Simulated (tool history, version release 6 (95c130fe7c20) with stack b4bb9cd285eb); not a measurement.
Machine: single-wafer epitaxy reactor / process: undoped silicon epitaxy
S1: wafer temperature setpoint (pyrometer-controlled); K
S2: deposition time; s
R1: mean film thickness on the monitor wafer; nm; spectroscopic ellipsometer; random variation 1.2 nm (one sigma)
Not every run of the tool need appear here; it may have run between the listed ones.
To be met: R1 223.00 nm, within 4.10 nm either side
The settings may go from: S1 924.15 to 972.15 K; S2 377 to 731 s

{"run": 1, "hour": 0.0, "S1": 948.15, "S2": 554, "R1": 181.4}
{"run": 2, "hour": 8.3, "S1": 948.15, "S2": 511, "R1": 167.67}
{"run": 3, "hour": 9.4, "S1": 957.15, "S2": 511, "R1": 194.96}
{"run": 4, "hour": 13.7, "S1": 948.15, "S2": 511, "R1": 167.37}
{"run": 5, "hour": 17.1, "S1": 948.15, "S2": 439, "R1": 142.85}
{"run": 6, "hour": 23.5, "S1": 953.15, "S2": 439, "R1": 156.63}
{"run": 7, "hour": 31.1, "S1": 956.15, "S2": 440, "R1": 165.88}
{"run": 8, "hour": 38.7, "S1": 958.15, "S2": 441, "R1": 171.73}
{"run": 9, "hour": 42.0, "S1": 970.15, "S2": 444, "R1": 213.08}

Which of these 4 next moves meets every target?
{"run": "A", "hour": 45.3, "S1": 965.15, "S2": 462, "R1": "?"}
{"run": "B", "hour": 45.3, "S1": 971.15, "S2": 408, "R1": "?"}
{"run": "C", "hour": 45.3, "S1": 972.15, "S2": 445, "R1": "?"}
{"run": "D", "hour": 45.3, "S1": 964.15, "S2": 453, "R1": "?"}

move=A R1=204.20
move=B R1=200.21
move=C R1=222.18
move=D R1=196.75
A: misses by more than the last run did
B: misses by more than the last run did
C: meets every target
D: misses by more than the last run did
C is the move that brings every result within its allowed miss.
